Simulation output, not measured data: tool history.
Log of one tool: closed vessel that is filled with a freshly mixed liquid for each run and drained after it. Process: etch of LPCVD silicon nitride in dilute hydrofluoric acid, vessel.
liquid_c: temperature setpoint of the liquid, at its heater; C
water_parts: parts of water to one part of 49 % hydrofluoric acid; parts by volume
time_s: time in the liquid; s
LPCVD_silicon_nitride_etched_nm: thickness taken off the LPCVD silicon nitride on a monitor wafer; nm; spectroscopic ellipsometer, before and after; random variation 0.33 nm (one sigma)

run	day	liquid_c	water_parts	time_s	LPCVD_silicon_nitride_etched_nm
1	0.000	24.0	85	2735	17.957
2	0.096	24.0	85	2940	19.077
3	0.125	22.0	85	2940	16.906
4	0.225	23.0	85	2940	17.896
5	0.333	23.0	55	2940	27.368
6	0.454	25.0	55	2940	31.430

The next listed run, before its measurement:
7	0.579	25.5	55	2940	?

{"run 7": {"LPCVD_silicon_nitride_etched_nm": 32.197}}
